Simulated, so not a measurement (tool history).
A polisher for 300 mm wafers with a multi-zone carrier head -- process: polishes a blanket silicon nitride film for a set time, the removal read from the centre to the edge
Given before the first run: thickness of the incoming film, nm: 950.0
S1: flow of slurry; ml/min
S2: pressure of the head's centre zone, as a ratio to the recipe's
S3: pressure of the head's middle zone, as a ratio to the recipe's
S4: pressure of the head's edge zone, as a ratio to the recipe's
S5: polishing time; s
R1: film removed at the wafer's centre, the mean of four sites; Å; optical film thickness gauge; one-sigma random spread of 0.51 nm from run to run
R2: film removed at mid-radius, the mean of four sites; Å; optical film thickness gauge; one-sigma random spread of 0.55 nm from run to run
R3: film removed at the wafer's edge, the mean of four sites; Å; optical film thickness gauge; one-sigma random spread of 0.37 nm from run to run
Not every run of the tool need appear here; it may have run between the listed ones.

run  hour   S1    S2    S3    S4  S5      R1      R2      R3
  1     0  130     1     1     1  52  797.86  786.36  770.96
  2   1.8  125  1.01  0.97     1  50  754.56  710.87  735.44
  3   3.2  120  1.02  0.95  0.98  49  744.26  689.61  728.75
  4   5.4  120  1.03  0.94  0.98  47  716.57  654.63  682.66
  5   7.8  120  0.95  0.94  0.98  47  667.05  649.88  684.79
  6   9.1  115  0.97  0.92  0.97  46  664.42  647.41  678.54
  7    17  115  0.99  0.91  0.97  45  653.52  613.41   651.9
  8  21.6  115  1.01   0.9  0.97  44  652.02  589.95  639.91

Run 9 is up next; what results do you expect?
  9  24.8  115  1.02  0.89  0.97  43   ?   ?   ?

{"run 9": {"R1": 640.07, "R2": 571.7, "R3": 629.75}}
